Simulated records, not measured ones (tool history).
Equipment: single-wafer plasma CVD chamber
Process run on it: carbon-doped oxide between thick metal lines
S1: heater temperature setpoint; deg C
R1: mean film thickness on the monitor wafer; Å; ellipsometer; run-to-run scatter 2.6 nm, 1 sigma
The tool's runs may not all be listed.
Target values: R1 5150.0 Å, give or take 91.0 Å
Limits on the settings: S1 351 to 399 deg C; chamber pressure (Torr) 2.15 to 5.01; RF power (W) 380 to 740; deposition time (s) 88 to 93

Run 1, day 0.000: S1 375 deg C, chamber pressure (Torr) 3.58, RF power (W) 560, deposition time (s) 93. Result: R1 4415.0 Å.
Run 2, day 0.346: S1 373 deg C, chamber pressure (Torr) 3.80, RF power (W) 585, deposition time (s) 93. Result: R1 4588.8 Å.
Run 3, day 0.417: S1 373 deg C, chamber pressure (Torr) 3.80, RF power (W) 585, deposition time (s) 93. Result: R1 4572.8 Å.
Run 4, day 0.729: S1 373 deg C, chamber pressure (Torr) 3.80, RF power (W) 655, deposition time (s) 93. Result: R1 4789.4 Å.
Run 5, day 0.850: S1 379 deg C, chamber pressure (Torr) 3.80, RF power (W) 655, deposition time (s) 93. Result: R1 4746.1 Å.
Run 6, day 1.025: S1 379 deg C, chamber pressure (Torr) 3.80, RF power (W) 655, deposition time (s) 88. Result: R1 4503.3 Å.
Run 7, day 1.162: S1 376 deg C, chamber pressure (Torr) 4.03, RF power (W) 670, deposition time (s) 88. Result: R1 4605.4 Å.
Run 8, day 1.421: S1 374 deg C, chamber pressure (Torr) 4.09, RF power (W) 685, deposition time (s) 89. Result: R1 4709.0 Å.
Run 9, day 1.617: S1 372 deg C, chamber pressure (Torr) 4.13, RF power (W) 700, deposition time (s) 90. Result: R1 4858.2 Å.

Next run, 4 choices. One meets every target within its allowed miss, the rest don't. Which?
Run A, day 1.812: S1 364 deg C, chamber pressure (Torr) 4.07, RF power (W) 710, deposition time (s) 93. Result: R1 ?.
Run B, day 1.812: S1 368 deg C, chamber pressure (Torr) 3.83, RF power (W) 740, deposition time (s) 89. Result: R1 ?.
Run C, day 1.812: S1 372 deg C, chamber pressure (Torr) 4.11, RF power (W) 695, deposition time (s) 92. Result: R1 ?.
Run D, day 1.812: S1 370 deg C, chamber pressure (Torr) 3.76, RF power (W) 700, deposition time (s) 92. Result: R1 ?.

move      R1
   A  5114.5
   B  4904.0
   C  4919.9
   D  4909.8
A: all results land within tolerance of their targets
B: an improvement on the last run, though not all results are within tolerance
C: an improvement on the last run, though not all results are within tolerance
D: an improvement on the last run, though not all results are within tolerance
Answer: A
